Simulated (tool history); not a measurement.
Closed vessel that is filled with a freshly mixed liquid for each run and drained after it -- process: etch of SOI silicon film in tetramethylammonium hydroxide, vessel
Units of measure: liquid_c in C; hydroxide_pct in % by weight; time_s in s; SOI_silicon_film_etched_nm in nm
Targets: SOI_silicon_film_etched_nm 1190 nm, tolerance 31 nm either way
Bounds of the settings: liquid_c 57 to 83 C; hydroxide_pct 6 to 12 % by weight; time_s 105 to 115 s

run	hour	liquid_c	hydroxide_pct	time_s	SOI_silicon_film_etched_nm
1	0	70	8	105	954.17
2	6.4	71	8	105	1017.6
3	8.3	72	8	105	1073.8
4	15.9	72	8	105	1065.3
5	20.2	66.5	8	105	767.8
6	27.3	61.5	8	105	573.05
7	33	65.5	8	105	740.07
8	39.3	68	8	105	848.98
9	46.3	74.5	8	105	1247.9

Next run, 4 choices. One meets every target within its allowed miss, the rest don't. Which?
A	53.3	73.5	7.5	110	?
B	53.3	73.5	8.5	115	?
C	53.3	72.5	8.5	115	?
D	53.3	74	7	110	?

move	SOI_silicon_film_etched_nm
A	1236.9
B	1243.8
C	1174.1
D	1297.2
A: closer than the last run, but not yet in spec
B: closer than the last run, but not yet in spec
C: all results in spec
D: moves away from the targets compared with the last run
C is the move that brings every result within its allowed miss.
